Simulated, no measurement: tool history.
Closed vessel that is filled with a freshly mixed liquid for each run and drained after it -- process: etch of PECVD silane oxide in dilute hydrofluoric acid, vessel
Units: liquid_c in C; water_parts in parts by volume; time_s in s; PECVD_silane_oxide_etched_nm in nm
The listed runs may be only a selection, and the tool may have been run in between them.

Run 1, hour 0.0: liquid_c 21.0 C, water_parts 230 parts by volume, time_s 95 s. Result: PECVD_silane_oxide_etched_nm 14.399 nm.
Run 2, hour 5.9: liquid_c 22.0 C, water_parts 205 parts by volume, time_s 95 s. Result: PECVD_silane_oxide_etched_nm 17.437 nm.
Run 3, hour 10.8: liquid_c 23.0 C, water_parts 185 parts by volume, time_s 95 s. Result: PECVD_silane_oxide_etched_nm 20.151 nm.
Run 4, hour 15.8: liquid_c 23.5 C, water_parts 170 parts by volume, time_s 95 s. Result: PECVD_silane_oxide_etched_nm 23.032 nm.
Run 5, hour 23.5: liquid_c 24.0 C, water_parts 155 parts by volume, time_s 95 s. Result: PECVD_silane_oxide_etched_nm 26.318 nm.
Run 6, hour 27.6: liquid_c 26.0 C, water_parts 155 parts by volume, time_s 95 s. Result: PECVD_silane_oxide_etched_nm 28.119 nm.
Run 7, hour 36.1: liquid_c 26.5 C, water_parts 145 parts by volume, time_s 95 s. Result: PECVD_silane_oxide_etched_nm 31.138 nm.
Run 8, hour 45.1: liquid_c 27.0 C, water_parts 135 parts by volume, time_s 95 s. Result: PECVD_silane_oxide_etched_nm 34.460 nm.
Run 9, hour 51.4: liquid_c 29.0 C, water_parts 55 parts by volume, time_s 95 s. Result: PECVD_silane_oxide_etched_nm 102.340 nm.
Run 10, hour 60.7: liquid_c 27.5 C, water_parts 55 parts by volume, time_s 95 s. Result: PECVD_silane_oxide_etched_nm 95.927 nm.
Run 11, hour 68.4: liquid_c 26.5 C, water_parts 60 parts by volume, time_s 95 s. Result: PECVD_silane_oxide_etched_nm 84.458 nm.
Run 12, hour 71.4: liquid_c 25.5 C, water_parts 65 parts by volume, time_s 95 s. Result: PECVD_silane_oxide_etched_nm 74.387 nm.
Run 13, hour 73.2: liquid_c 24.5 C, water_parts 65 parts by volume, time_s 95 s. Result: PECVD_silane_oxide_etched_nm 70.649 nm.

Estimate the outcome of run 14 from the log above:
Run 14, hour 78.7: liquid_c 23.5 C, water_parts 65 parts by volume, time_s 95 s. Result: PECVD_silane_oxide_etched_nm ?.

{"run 14": {"PECVD_silane_oxide_etched_nm": 69.139}}
